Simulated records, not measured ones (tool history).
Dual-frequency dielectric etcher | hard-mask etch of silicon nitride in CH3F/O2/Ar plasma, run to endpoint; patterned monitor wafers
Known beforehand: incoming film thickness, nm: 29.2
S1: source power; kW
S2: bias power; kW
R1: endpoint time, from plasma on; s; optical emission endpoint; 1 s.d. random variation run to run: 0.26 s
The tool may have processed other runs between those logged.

run  hour    S1     S2      R1
  1     0  0.28  0.074  48.996
  2   3.4  0.32  0.074  46.732
  3   8.5  0.29  0.072  49.253
  4  17.4  0.29  0.084  45.756
  5  19.4  0.26  0.084  47.258
  6  28.2  0.24   0.08  49.969
  7  33.2  0.23  0.078  50.762
  8  35.8  0.22  0.076  52.987

Estimate the outcome of run 9 from the log above:
  9  41.5  0.21  0.075   ?

R1: 53.644 s

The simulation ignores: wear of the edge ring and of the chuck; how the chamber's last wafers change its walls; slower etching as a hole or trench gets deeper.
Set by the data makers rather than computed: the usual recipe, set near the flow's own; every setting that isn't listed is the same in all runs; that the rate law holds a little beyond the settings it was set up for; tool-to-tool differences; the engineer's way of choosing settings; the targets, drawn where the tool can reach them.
